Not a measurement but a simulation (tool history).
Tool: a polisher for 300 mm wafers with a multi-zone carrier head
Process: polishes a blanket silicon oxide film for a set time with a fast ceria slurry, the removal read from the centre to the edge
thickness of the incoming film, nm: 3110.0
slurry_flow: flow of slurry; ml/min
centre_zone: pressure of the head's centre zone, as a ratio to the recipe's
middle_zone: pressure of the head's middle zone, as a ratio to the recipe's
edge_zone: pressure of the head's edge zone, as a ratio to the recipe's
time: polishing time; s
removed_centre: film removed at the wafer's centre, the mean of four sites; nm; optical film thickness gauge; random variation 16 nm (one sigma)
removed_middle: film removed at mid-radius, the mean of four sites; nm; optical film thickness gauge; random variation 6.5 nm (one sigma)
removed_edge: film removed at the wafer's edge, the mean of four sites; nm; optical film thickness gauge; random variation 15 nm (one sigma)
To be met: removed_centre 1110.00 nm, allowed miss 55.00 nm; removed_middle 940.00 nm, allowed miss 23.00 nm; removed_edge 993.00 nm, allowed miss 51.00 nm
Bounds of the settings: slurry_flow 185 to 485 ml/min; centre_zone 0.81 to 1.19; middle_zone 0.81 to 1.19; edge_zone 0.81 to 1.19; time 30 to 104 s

{"run": 1, "hour": 0.0, "slurry_flow": 310, "centre_zone": 1.0, "middle_zone": 1.0, "edge_zone": 1.0, "time": 67, "removed_centre": 788.23, "removed_middle": 786.19, "removed_edge": 765.02}
{"run": 2, "hour": 0.6, "slurry_flow": 310, "centre_zone": 1.02, "middle_zone": 1.0, "edge_zone": 1.02, "time": 69, "removed_centre": 846.51, "removed_middle": 800.82, "removed_edge": 825.75}
{"run": 3, "hour": 3.5, "slurry_flow": 355, "centre_zone": 1.02, "middle_zone": 1.0, "edge_zone": 1.02, "time": 69, "removed_centre": 827.14, "removed_middle": 813.25, "removed_edge": 824.29}
{"run": 4, "hour": 5.4, "slurry_flow": 285, "centre_zone": 1.02, "middle_zone": 1.0, "edge_zone": 1.02, "time": 69, "removed_centre": 795.86, "removed_middle": 797.99, "removed_edge": 820.99}
{"run": 5, "hour": 12.4, "slurry_flow": 305, "centre_zone": 1.05, "middle_zone": 1.01, "edge_zone": 1.02, "time": 70, "removed_centre": 858.73, "removed_middle": 818.06, "removed_edge": 820.89}
{"run": 6, "hour": 17.0, "slurry_flow": 305, "centre_zone": 0.97, "middle_zone": 1.01, "edge_zone": 1.02, "time": 70, "removed_centre": 808.19, "removed_middle": 809.67, "removed_edge": 854.1}
{"run": 7, "hour": 25.3, "slurry_flow": 315, "centre_zone": 1.0, "middle_zone": 1.01, "edge_zone": 1.03, "time": 71, "removed_centre": 847.57, "removed_middle": 835.26, "removed_edge": 849.12}
{"run": 8, "hour": 32.4, "slurry_flow": 320, "centre_zone": 1.03, "middle_zone": 1.01, "edge_zone": 1.05, "time": 72, "removed_centre": 850.08, "removed_middle": 839.98, "removed_edge": 874.02}
{"run": 9, "hour": 38.4, "slurry_flow": 320, "centre_zone": 1.05, "middle_zone": 1.0, "edge_zone": 1.04, "time": 74, "removed_centre": 907.24, "removed_middle": 880.41, "removed_edge": 869.87}
{"run": 10, "hour": 42.7, "slurry_flow": 320, "centre_zone": 1.07, "middle_zone": 0.97, "edge_zone": 1.06, "time": 76, "removed_centre": 941.58, "removed_middle": 867.17, "removed_edge": 945.48}
{"run": 11, "hour": 43.8, "slurry_flow": 325, "centre_zone": 1.09, "middle_zone": 0.97, "edge_zone": 1.06, "time": 77, "removed_centre": 983.48, "removed_middle": 880.26, "removed_edge": 931.74}
{"run": 12, "hour": 51.2, "slurry_flow": 330, "centre_zone": 1.1, "middle_zone": 0.97, "edge_zone": 1.07, "time": 78, "removed_centre": 1016.7, "removed_middle": 890.99, "removed_edge": 962.68}
{"run": 13, "hour": 54.0, "slurry_flow": 335, "centre_zone": 1.11, "middle_zone": 0.97, "edge_zone": 1.07, "time": 78, "removed_centre": 1002.1, "removed_middle": 899.91, "removed_edge": 980.35}
{"run": 14, "hour": 60.2, "slurry_flow": 340, "centre_zone": 1.12, "middle_zone": 0.97, "edge_zone": 1.07, "time": 78, "removed_centre": 1047.5, "removed_middle": 887.65, "removed_edge": 947.74}
{"run": 15, "hour": 62.0, "slurry_flow": 345, "centre_zone": 1.12, "middle_zone": 0.98, "edge_zone": 1.08, "time": 78, "removed_centre": 994.53, "removed_middle": 910.47, "removed_edge": 988.84}

Which of these 5 next moves meets every target?
{"run": "A", "hour": 63.8, "slurry_flow": 430, "centre_zone": 1.15, "middle_zone": 0.86, "edge_zone": 0.95, "time": 92, "removed_centre": "?", "removed_middle": "?", "removed_edge": "?"}
{"run": "B", "hour": 63.8, "slurry_flow": 365, "centre_zone": 1.15, "middle_zone": 0.93, "edge_zone": 1.15, "time": 91, "removed_centre": "?", "removed_middle": "?", "removed_edge": "?"}
{"run": "C", "hour": 63.8, "slurry_flow": 320, "centre_zone": 1.09, "middle_zone": 0.92, "edge_zone": 0.97, "time": 86, "removed_centre": "?", "removed_middle": "?", "removed_edge": "?"}
{"run": "D", "hour": 63.8, "slurry_flow": 395, "centre_zone": 1.05, "middle_zone": 1.17, "edge_zone": 1.15, "time": 70, "removed_centre": "?", "removed_middle": "?", "removed_edge": "?"}
{"run": "E", "hour": 63.8, "slurry_flow": 325, "centre_zone": 1.14, "middle_zone": 0.85, "edge_zone": 1.02, "time": 96, "removed_centre": "?", "removed_middle": "?", "removed_edge": "?"}

move=A removed_centre=1263.60 removed_middle=964.08 removed_edge=1066.20
move=B removed_centre=1233.30 removed_middle=1004.50 removed_edge=1146.60
move=C removed_centre=1093.20 removed_middle=930.23 removed_edge=986.98
move=D removed_centre=877.93 removed_middle=945.54 removed_edge=883.52
move=E removed_centre=1274.80 removed_middle=973.73 removed_edge=1131.10
A: takes the result that was furthest off past its target
B: takes the result that was furthest off past its target
C: meets every target
D: further off than the last run
E: takes the result that was furthest off past its target
Move C is the one to make.

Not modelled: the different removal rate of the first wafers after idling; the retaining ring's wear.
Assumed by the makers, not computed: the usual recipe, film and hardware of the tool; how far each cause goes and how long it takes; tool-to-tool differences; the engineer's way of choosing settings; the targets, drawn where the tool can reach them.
